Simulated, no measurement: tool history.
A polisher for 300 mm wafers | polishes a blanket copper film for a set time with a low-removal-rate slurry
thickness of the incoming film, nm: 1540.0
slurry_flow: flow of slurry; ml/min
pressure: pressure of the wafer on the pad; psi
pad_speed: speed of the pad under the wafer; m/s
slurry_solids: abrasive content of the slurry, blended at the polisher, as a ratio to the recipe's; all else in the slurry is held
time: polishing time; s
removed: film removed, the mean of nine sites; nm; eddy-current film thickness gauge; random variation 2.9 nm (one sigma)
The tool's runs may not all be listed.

{"run": 1, "hour": 0.0, "slurry_flow": 305, "pressure": 3.2, "pad_speed": 0.98, "slurry_solids": 1, "time": 125, "removed": 465.81}
{"run": 2, "hour": 3.0, "slurry_flow": 305, "pressure": 3.2, "pad_speed": 0.98, "slurry_solids": 1, "time": 130, "removed": 484.05}
{"run": 3, "hour": 7.4, "slurry_flow": 305, "pressure": 3.2, "pad_speed": 1.16, "slurry_solids": 1, "time": 130, "removed": 590.74}
{"run": 4, "hour": 13.3, "slurry_flow": 305, "pressure": 3.2, "pad_speed": 0.94, "slurry_solids": 1, "time": 130, "removed": 469}
{"run": 5, "hour": 15.2, "slurry_flow": 305, "pressure": 3.2, "pad_speed": 0.94, "slurry_solids": 1.1, "time": 130, "removed": 472.58}
{"run": 6, "hour": 19.8, "slurry_flow": 305, "pressure": 3.2, "pad_speed": 0.94, "slurry_solids": 1.25, "time": 130, "removed": 493.5}
{"run": 7, "hour": 26.1, "slurry_flow": 305, "pressure": 2.8, "pad_speed": 0.88, "slurry_solids": 1.25, "time": 130, "removed": 417.66}

The next listed run, before its measurement:
{"run": 8, "hour": 33.4, "slurry_flow": 305, "pressure": 2.5, "pad_speed": 0.8, "slurry_solids": 1.25, "time": 130, "removed": "?"}

removed: 348.29 nm

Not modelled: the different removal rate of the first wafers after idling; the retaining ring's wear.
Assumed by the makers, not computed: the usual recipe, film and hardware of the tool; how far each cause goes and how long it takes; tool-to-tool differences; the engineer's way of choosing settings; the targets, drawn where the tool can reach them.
